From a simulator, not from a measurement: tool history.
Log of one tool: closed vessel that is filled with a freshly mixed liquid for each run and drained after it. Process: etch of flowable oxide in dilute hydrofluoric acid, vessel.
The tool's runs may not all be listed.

run    day  temperature setpoint of the liquid (°C)  parts of water to one part of 49 % hydrofluoric acid (parts by volume)  time in the liquid (s)  thickness taken off the flowable oxide on a monitor wafer (angstrom)
  1  0.000                                     23.0                                                                      55                     105                                                                876.72
  2  0.262                                     25.5                                                                      50                     105                                                               1097.50
  3  0.500                                     25.5                                                                      40                     105                                                               1373.10
  4  0.671                                     25.5                                                                      20                     105                                                               2806.70
  5  0.917                                     23.5                                                                      25                     105                                                               2061.30
  6  1.054                                     21.5                                                                      25                     105                                                               1854.80
  7  1.225                                     20.0                                                                      25                     105                                                               1804.70
  8  1.375                                     19.0                                                                      25                     105                                                               1712.20
  9  1.488                                     18.5                                                                      25                     105                                                               1628.40
 10  1.533                                     18.0                                                                      25                     105                                                               1618.80
 11  1.875                                     17.5                                                                      25                     105                                                               1586.30
 12  2.042                                     17.0                                                                      25                     105                                                               1534.10

The next listed run, before its measurement:
 13  2.412                                     17.0                                                                      30                     105                                                                     ?

{"run 13": {"thickness taken off the flowable oxide on a monitor wafer (angstrom)": 1286.6}}
